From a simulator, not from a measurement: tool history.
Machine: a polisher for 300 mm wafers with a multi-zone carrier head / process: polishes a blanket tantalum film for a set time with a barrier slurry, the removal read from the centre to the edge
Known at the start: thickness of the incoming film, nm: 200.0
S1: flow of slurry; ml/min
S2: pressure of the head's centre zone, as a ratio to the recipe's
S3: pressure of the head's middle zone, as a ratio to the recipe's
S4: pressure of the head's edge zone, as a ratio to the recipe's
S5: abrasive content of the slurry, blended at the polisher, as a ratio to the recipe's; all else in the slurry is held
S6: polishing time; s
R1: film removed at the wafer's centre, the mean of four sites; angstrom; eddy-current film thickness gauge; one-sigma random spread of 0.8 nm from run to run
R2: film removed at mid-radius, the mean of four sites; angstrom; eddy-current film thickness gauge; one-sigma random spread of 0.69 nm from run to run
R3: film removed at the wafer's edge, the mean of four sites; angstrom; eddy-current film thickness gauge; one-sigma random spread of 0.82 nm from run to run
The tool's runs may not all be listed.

{"run": 1, "day": 0.0, "S1": 295, "S2": 1, "S3": 1, "S4": 1, "S5": 1, "S6": 43, "R1": 600.04, "R2": 598.65, "R3": 624.68}
{"run": 2, "day": 0.083, "S1": 295, "S2": 1, "S3": 0.93, "S4": 1, "S5": 1, "S6": 43, "R1": 588.26, "R2": 564.36, "R3": 613.43}
{"run": 3, "day": 0.421, "S1": 295, "S2": 1, "S3": 0.93, "S4": 1, "S5": 1, "S6": 34, "R1": 475.01, "R2": 443.36, "R3": 492.67}
{"run": 4, "day": 0.496, "S1": 220, "S2": 1, "S3": 0.93, "S4": 1, "S5": 1, "S6": 34, "R1": 461.23, "R2": 430.18, "R3": 478.18}
{"run": 5, "day": 0.725, "S1": 220, "S2": 1, "S3": 1.01, "S4": 1, "S5": 1, "S6": 34, "R1": 463.34, "R2": 467.09, "R3": 479.06}
{"run": 6, "day": 0.829, "S1": 175, "S2": 1, "S3": 1.01, "S4": 1, "S5": 1, "S6": 34, "R1": 452.82, "R2": 455.77, "R3": 473.79}
{"run": 7, "day": 1.183, "S1": 190, "S2": 1.02, "S3": 1.01, "S4": 1.03, "S5": 1.05, "S6": 36, "R1": 498.26, "R2": 490.9, "R3": 514.27}
{"run": 8, "day": 1.438, "S1": 205, "S2": 1.03, "S3": 1.01, "S4": 1.05, "S5": 1.1, "S6": 38, "R1": 536.61, "R2": 529.98, "R3": 554.98}
{"run": 9, "day": 1.783, "S1": 220, "S2": 1.04, "S3": 1, "S4": 1.07, "S5": 1.15, "S6": 40, "R1": 584.16, "R2": 561.9, "R3": 604.61}
{"run": 10, "day": 2.138, "S1": 240, "S2": 1.05, "S3": 1, "S4": 1.09, "S5": 1.2, "S6": 41, "R1": 612.91, "R2": 594.16, "R3": 636.08}
{"run": 11, "day": 2.475, "S1": 235, "S2": 1.14, "S3": 0.96, "S4": 1.19, "S5": 1.45, "S6": 53, "R1": 885.23, "R2": 757.45, "R3": 893.53}
{"run": 12, "day": 2.75, "S1": 245, "S2": 1.14, "S3": 0.97, "S4": 1.19, "S5": 1.45, "S6": 53, "R1": 898.21, "R2": 775.86, "R3": 900.16}
{"run": 13, "day": 2.854, "S1": 260, "S2": 1.14, "S3": 0.97, "S4": 1.19, "S5": 1.45, "S6": 53, "R1": 891.3, "R2": 791.29, "R3": 881.54}

What does the tool deliver on the next run?
{"run": 14, "day": 3.025, "S1": 255, "S2": 1.14, "S3": 0.97, "S4": 1.19, "S5": 1.45, "S6": 53, "R1": "?", "R2": "?", "R3": "?"}

{"run 14": {"R1": 901.98, "R2": 788.35, "R3": 877.73}}
